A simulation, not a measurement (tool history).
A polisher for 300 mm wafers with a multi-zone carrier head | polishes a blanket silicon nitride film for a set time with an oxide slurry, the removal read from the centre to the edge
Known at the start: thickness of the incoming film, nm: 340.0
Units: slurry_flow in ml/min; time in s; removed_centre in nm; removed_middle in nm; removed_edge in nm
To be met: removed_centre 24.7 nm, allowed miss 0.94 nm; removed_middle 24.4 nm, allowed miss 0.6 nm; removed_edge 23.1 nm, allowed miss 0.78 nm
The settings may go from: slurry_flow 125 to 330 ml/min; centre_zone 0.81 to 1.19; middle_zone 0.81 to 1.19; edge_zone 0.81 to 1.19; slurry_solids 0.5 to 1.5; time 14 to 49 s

run,hour,slurry_flow,centre_zone,middle_zone,edge_zone,slurry_solids,time,removed_centre,removed_middle,removed_edge
1,0,210,1,1,1,1,31,17.773,18.452,17.756
2,5.7,210,1,1,1,0.85,31,16.855,17.332,16.403
3,11.5,220,1.02,1.02,1.02,0.95,31,18.132,18.543,17.863
4,18.4,180,1.02,1.02,1.02,0.95,31,17.482,18.015,17.064
5,24.7,195,1.04,1.05,1.04,1,31,18.311,19.221,17.614
6,32.3,210,1.06,1.06,1.06,1.05,31,19.558,19.835,18.501
7,32.8,225,1.07,1.07,1.08,1.1,31,20.092,20.434,18.958
8,39.4,235,1.08,1.07,1.09,1.15,31,20.599,20.908,19.902
9,42.7,245,1.09,1.08,1.1,1.2,31,21.654,21.553,19.801
10,47.9,245,1.09,1.08,1.11,1.25,31,21.257,22.132,20.248
# hour 54.2: edge zone pressure recalibrated
11,54.2,250,1.1,1.08,1.12,1.3,31,22.204,22.48,21.677
12,57.9,255,1.11,1.09,1.13,1.3,31,21.978,22.834,22.07
13,65.2,300,1.19,1.11,1.11,1.35,31,24.825,23.738,22.373
14,70.9,300,1.19,1.11,1.12,1.35,31,25.005,23.644,22.992
15,74.7,305,1.18,1.12,1.12,1.35,31,24.845,23.686,22.148
16,77.8,305,1.18,1.12,1.13,1.35,31,24.636,23.714,22.466

Which of these 5 next moves meets every target?
A,80.9,285,1.18,1.03,1.08,1.5,32,?,?,?
B,80.9,265,1.19,1.19,1.12,1.2,31,?,?,?
C,80.9,320,1.16,1.19,0.96,1.3,32,?,?,?
D,80.9,300,1.12,1.01,1.19,1.5,32,?,?,?
E,80.9,315,1.14,1.09,1.08,1.5,31,?,?,?

move,removed_centre,removed_middle,removed_edge
A,26.274,23.393,23.786
B,23.616,23.584,21.558
C,24.937,25.513,21.601
D,25.063,23.126,25.039
E,24.854,24.013,23.191
A: further off than the last run
B: further off than the last run
C: takes the result that was furthest off past its target
D: further off than the last run
E: meets every target
The right move is E.
